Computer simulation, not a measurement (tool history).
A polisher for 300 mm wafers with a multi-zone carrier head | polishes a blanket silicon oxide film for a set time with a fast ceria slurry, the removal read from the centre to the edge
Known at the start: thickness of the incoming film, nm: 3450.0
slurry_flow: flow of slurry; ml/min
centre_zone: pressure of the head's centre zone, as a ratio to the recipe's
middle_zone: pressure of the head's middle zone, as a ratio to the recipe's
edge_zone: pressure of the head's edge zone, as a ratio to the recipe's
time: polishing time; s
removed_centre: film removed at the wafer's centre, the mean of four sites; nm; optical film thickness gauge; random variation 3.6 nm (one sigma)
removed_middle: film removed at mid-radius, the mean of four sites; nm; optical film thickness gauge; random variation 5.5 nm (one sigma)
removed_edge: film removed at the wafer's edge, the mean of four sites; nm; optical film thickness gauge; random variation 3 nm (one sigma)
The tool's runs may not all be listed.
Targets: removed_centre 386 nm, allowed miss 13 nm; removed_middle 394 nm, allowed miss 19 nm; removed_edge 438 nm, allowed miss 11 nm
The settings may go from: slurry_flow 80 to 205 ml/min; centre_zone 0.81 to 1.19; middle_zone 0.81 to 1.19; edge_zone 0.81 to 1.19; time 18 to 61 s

| run | day | slurry_flow | centre_zone | middle_zone | edge_zone | time | removed_centre | removed_middle | removed_edge |
|---|---|---|---|---|---|---|---|---|---|
| 1 | 0 | 135 | 1 | 1 | 1 | 39 | 338.06 | 325.23 | 331.5 |
| 2 | 0.088 | 135 | 1 | 1 | 0.94 | 39 | 342.47 | 330.2 | 314.72 |
| 3 | 0.138 | 135 | 1 | 0.93 | 0.94 | 39 | 333.19 | 307.79 | 318.02 |
| 4 | 0.188 | 145 | 0.99 | 0.95 | 0.99 | 40 | 351.26 | 327.61 | 341.32 |
| 5 | 0.429 | 155 | 0.97 | 0.96 | 1.03 | 41 | 358.16 | 342.75 | 362.59 |
| 6 | 0.546 | 160 | 0.96 | 0.97 | 1.06 | 42 | 364.2 | 344.89 | 373.7 |
| 7 | 0.808 | 160 | 0.95 | 0.98 | 1.08 | 43 | 366.85 | 373.66 | 384.91 |
| 8 | 0.933 | 165 | 0.94 | 0.97 | 1.1 | 43 | 367.56 | 363.29 | 389.21 |
| 9 | 1.238 | 170 | 0.93 | 0.97 | 1.12 | 44 | 366.08 | 392.02 | 402.16 |
| 10 | 1.354 | 175 | 0.93 | 0.95 | 1.14 | 44 | 372.65 | 371 | 401.09 |
| 11 | 1.454 | 175 | 0.93 | 0.95 | 1.14 | 44 | 374.48 | 370.15 | 407.81 |

5 next moves are on the table. One of them brings every result within its allowed miss. Which?
| A | 1.554 | 175 | 0.89 | 0.91 | 1.12 | 48 | ? | ? | ? |
| B | 1.554 | 145 | 0.82 | 0.82 | 1.19 | 49 | ? | ? | ? |
| C | 1.554 | 170 | 0.82 | 0.87 | 1.13 | 51 | ? | ? | ? |
| D | 1.554 | 185 | 0.89 | 0.97 | 1.14 | 42 | ? | ? | ? |
| E | 1.554 | 160 | 0.94 | 1.07 | 1.13 | 41 | ? | ? | ? |

| move | removed_centre | removed_middle | removed_edge |
|---|---|---|---|
| A | 386.07 | 396.15 | 438.73 |
| B | 348.18 | 358.13 | 450.07 |
| C | 375.4 | 403.62 | 466.68 |
| D | 341.49 | 369.02 | 389.53 |
| E | 342.53 | 381.51 | 371.16 |
A: meets every target
B: takes the result that was furthest off past its target
C: takes the result that was furthest off past its target
D: further off than the last run
E: further off than the last run
Move A is the one to make.
